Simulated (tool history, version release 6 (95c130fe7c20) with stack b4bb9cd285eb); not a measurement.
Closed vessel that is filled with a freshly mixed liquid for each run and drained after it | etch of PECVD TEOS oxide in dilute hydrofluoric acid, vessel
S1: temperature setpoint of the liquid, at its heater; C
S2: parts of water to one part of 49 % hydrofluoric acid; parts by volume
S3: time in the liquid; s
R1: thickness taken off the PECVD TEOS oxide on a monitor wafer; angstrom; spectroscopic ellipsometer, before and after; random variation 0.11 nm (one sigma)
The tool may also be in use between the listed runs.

| run | hour | S1 | S2 | S3 | R1 |
|---|---|---|---|---|---|
| 1 | 0.0 | 25.0 | 195 | 110 | 106.900 |
| 2 | 7.2 | 25.0 | 195 | 85 | 83.052 |
| 3 | 8.0 | 23.0 | 195 | 85 | 77.668 |
| 4 | 16.4 | 25.0 | 185 | 85 | 88.388 |
| 5 | 19.3 | 26.5 | 165 | 85 | 107.090 |
| 6 | 25.0 | 29.0 | 165 | 85 | 118.120 |
| 7 | 29.0 | 29.5 | 155 | 85 | 129.150 |

The next listed run, before its measurement:
| 8 | 36.2 | 30.0 | 145 | 85 | ? |

{"run 8": {"R1": 143.06}}
